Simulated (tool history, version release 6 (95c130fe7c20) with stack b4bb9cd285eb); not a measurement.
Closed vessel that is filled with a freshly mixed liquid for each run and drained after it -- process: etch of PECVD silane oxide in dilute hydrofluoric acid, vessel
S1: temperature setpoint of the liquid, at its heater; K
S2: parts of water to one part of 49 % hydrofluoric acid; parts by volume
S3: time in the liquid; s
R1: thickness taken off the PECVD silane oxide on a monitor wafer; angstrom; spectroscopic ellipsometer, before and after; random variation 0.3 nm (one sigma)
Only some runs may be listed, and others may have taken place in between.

run	hour	S1	S2	S3	R1
1	0.0	299.15	170	330	692.77
2	7.5	300.15	170	330	718.02
3	9.4	301.15	170	330	746.60
4	17.4	302.15	170	330	771.78
5	25.3	302.15	135	330	1017.80
6	30.6	304.65	135	330	1110.90
7	34.1	304.15	135	330	1092.50

Expected results for the next run?
8	37.2	303.65	135	330	?

{"run 8": {"R1": 1073.1}}
